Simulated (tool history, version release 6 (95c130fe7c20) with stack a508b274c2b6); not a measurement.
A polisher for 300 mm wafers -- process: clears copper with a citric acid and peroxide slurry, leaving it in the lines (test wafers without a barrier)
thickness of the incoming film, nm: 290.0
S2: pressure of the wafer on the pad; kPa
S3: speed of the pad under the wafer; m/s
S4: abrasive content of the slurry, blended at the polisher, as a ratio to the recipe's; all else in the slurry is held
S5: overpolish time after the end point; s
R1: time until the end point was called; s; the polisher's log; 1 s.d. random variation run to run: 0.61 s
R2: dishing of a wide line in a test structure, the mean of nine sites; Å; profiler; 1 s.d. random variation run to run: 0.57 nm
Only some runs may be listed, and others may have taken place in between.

Run 1, hour 0.0: flow of slurry (ml/min) 205, S2 29.0 kPa, S3 1.22 m/s, S4 1.00, S5 9 s. Result: R1 98.179 s, R2 208.81 Å.
Run 2, hour 3.8: flow of slurry (ml/min) 165, S2 29.0 kPa, S3 1.22 m/s, S4 1.00, S5 9 s. Result: R1 100.330 s, R2 198.79 Å.
Run 3, hour 11.1: flow of slurry (ml/min) 165, S2 29.0 kPa, S3 1.22 m/s, S4 1.15, S5 9 s. Result: R1 97.390 s, R2 208.04 Å.
Run 4, hour 16.7: flow of slurry (ml/min) 165, S2 29.0 kPa, S3 1.22 m/s, S4 1.15, S5 11 s. Result: R1 97.053 s, R2 254.70 Å.
Run 5, hour 25.4: flow of slurry (ml/min) 165, S2 29.0 kPa, S3 1.22 m/s, S4 1.30, S5 11 s. Result: R1 96.230 s, R2 255.31 Å.
Run 6, hour 29.4: flow of slurry (ml/min) 135, S2 29.0 kPa, S3 1.22 m/s, S4 1.30, S5 11 s. Result: R1 98.449 s, R2 242.67 Å.
Run 7, hour 32.7: flow of slurry (ml/min) 155, S2 30.3 kPa, S3 1.22 m/s, S4 1.30, S5 10 s. Result: R1 92.108 s, R2 235.05 Å.

Run 8 has not been measured yet. What should we expect?
Run 8, hour 35.8: flow of slurry (ml/min) 165, S2 31.7 kPa, S3 1.22 m/s, S4 1.30, S5 10 s. Result: R1 ?, R2 ?.

{"run 8": {"R1": 87.516, "R2": 247.8}}
